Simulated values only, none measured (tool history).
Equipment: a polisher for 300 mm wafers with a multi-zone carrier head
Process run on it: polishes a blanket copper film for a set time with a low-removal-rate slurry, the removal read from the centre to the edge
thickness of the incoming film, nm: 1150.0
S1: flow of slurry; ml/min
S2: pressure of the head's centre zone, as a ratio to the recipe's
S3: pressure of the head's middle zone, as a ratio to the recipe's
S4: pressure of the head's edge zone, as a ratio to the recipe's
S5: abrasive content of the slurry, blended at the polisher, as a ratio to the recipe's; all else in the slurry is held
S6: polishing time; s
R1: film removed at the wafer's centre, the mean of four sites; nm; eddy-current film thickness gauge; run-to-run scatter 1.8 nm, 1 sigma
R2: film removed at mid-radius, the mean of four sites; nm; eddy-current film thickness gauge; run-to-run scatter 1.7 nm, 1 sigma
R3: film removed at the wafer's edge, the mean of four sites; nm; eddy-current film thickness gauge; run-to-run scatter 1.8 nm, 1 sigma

run,hour,S1,S2,S3,S4,S5,S6,R1,R2,R3
1,0,150,1,1,1,1,83,198.9,206.24,200.47
2,7.9,150,1,0.94,1,1,83,197.61,195.53,202.52
3,15.5,150,1.05,0.94,1,1,83,211.05,199.08,201.86
4,17.3,150,1.05,0.93,0.99,0.95,82,207.24,190.95,194.44
5,21.6,145,1.05,0.92,0.98,0.9,82,199.27,183.91,192.98
6,24.6,145,1.05,0.98,0.98,0.9,82,203.71,190.72,187.81
7,26.4,140,1.05,0.97,0.97,0.85,82,201.4,188.12,190.82
8,31.9,140,1.05,0.97,0.97,0.8,81,196.24,183.57,183.88
9,38.7,140,1.05,0.96,0.96,0.75,80,187.23,175.71,177.82
10,43.7,140,1.05,0.95,0.95,0.75,80,189.05,180.41,179.72

What will run 11 give?
11,46.6,140,1.06,0.95,0.95,0.75,79,?,?,?

Run 11 came out at R1 185.62 nm, R2 173.22 nm, R3 173.87 nm.

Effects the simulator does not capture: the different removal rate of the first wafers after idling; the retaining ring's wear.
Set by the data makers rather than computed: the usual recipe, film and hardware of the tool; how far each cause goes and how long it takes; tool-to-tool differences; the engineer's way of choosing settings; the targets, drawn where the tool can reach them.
